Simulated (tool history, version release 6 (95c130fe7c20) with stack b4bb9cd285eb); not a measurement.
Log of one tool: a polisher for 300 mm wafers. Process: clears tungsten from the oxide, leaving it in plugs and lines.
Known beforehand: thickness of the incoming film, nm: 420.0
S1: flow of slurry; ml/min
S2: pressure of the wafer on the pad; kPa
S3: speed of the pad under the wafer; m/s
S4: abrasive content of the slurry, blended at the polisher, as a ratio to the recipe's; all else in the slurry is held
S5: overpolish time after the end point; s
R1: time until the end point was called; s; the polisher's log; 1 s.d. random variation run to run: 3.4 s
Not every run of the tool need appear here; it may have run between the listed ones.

| run | hour | S1 | S2 | S3 | S4 | S5 | R1 |
|---|---|---|---|---|---|---|---|
| 1 | 0.0 | 260 | 23.4 | 1.36 | 1.0 | 34 | 78.105 |
| 2 | 6.1 | 250 | 19.3 | 1.14 | 0.9 | 34 | 117.910 |
| 3 | 9.4 | 250 | 19.3 | 1.14 | 0.9 | 37 | 114.860 |
| 4 | 12.0 | 250 | 16.5 | 1.00 | 0.9 | 37 | 148.970 |
| 5 | 14.0 | 250 | 16.5 | 0.80 | 0.9 | 37 | 182.930 |
| 6 | 19.4 | 250 | 16.5 | 0.80 | 0.9 | 37 | 182.280 |
| 7 | 24.9 | 250 | 14.5 | 0.78 | 0.9 | 37 | 217.140 |

Predict the results of run 8:
| 8 | 26.7 | 250 | 13.8 | 0.78 | 0.9 | 37 | ? |

R1: 233.440 s
